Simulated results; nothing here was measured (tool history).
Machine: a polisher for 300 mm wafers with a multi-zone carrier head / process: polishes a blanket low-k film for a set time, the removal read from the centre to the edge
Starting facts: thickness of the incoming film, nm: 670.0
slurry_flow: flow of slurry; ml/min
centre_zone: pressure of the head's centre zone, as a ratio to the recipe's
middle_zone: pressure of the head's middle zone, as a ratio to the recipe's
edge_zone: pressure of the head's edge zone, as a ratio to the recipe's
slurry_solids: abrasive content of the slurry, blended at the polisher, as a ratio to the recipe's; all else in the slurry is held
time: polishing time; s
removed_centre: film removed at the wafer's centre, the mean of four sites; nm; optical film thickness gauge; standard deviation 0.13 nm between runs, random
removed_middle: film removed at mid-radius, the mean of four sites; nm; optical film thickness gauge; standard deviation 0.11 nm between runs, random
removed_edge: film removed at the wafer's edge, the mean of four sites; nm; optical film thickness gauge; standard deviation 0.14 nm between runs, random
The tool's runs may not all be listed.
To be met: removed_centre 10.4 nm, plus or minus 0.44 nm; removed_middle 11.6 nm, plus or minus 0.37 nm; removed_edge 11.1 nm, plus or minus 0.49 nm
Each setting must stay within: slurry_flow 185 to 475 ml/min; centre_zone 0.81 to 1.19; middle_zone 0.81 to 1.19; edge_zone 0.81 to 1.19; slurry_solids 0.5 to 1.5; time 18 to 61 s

| run | hour | slurry_flow | centre_zone | middle_zone | edge_zone | slurry_solids | time | removed_centre | removed_middle | removed_edge |
|---|---|---|---|---|---|---|---|---|---|---|
| 1 | 0 | 305 | 1 | 1 | 1 | 1 | 39 | 12.862 | 12.647 | 13.089 |
| 2 | 6.8 | 305 | 0.98 | 1 | 0.97 | 0.95 | 39 | 12.365 | 12.27 | 12.448 |
| 3 | 12 | 305 | 0.98 | 1 | 0.97 | 0.95 | 45 | 14.211 | 14.152 | 14.503 |
| 4 | 18.1 | 305 | 0.95 | 1 | 0.94 | 0.85 | 45 | 13.393 | 13.569 | 13.866 |
| 5 | 23.7 | 305 | 0.93 | 1.01 | 0.92 | 0.75 | 45 | 12.398 | 13.574 | 13.129 |
| 6 | 27.4 | 305 | 0.93 | 1.01 | 0.92 | 0.95 | 45 | 13.417 | 14.466 | 13.816 |
| 7 | 32.2 | 305 | 0.91 | 1 | 0.9 | 0.85 | 45 | 12.756 | 13.752 | 13.591 |
| 8 | 37.7 | 305 | 0.92 | 1.09 | 0.86 | 0.6 | 41 | 10.346 | 12.053 | 10.573 |

Which single option among these 4 for the next run brings every result within its allowed miss of target? Just one does.
| A | 43.2 | 210 | 0.84 | 1.06 | 0.84 | 0.65 | 45 | ? | ? | ? |
| B | 43.2 | 330 | 0.93 | 1.06 | 0.81 | 0.5 | 43 | ? | ? | ? |
| C | 43.2 | 465 | 0.88 | 1 | 0.86 | 0.65 | 40 | ? | ? | ? |
| D | 43.2 | 400 | 0.91 | 0.94 | 0.91 | 0.7 | 38 | ? | ? | ? |

| move | removed_centre | removed_middle | removed_edge |
|---|---|---|---|
| A | 10.342 | 12.64 | 11.135 |
| B | 10.661 | 11.681 | 10.004 |
| C | 10.578 | 11.64 | 10.669 |
| D | 10.538 | 10.656 | 10.567 |
A: further off than the last run
B: brings the result that was furthest off to its target, and leaves another outside
C: every result within its allowed miss
D: pushes the last run's worst result past its target
So the answer is move C, the one that meets all the targets.
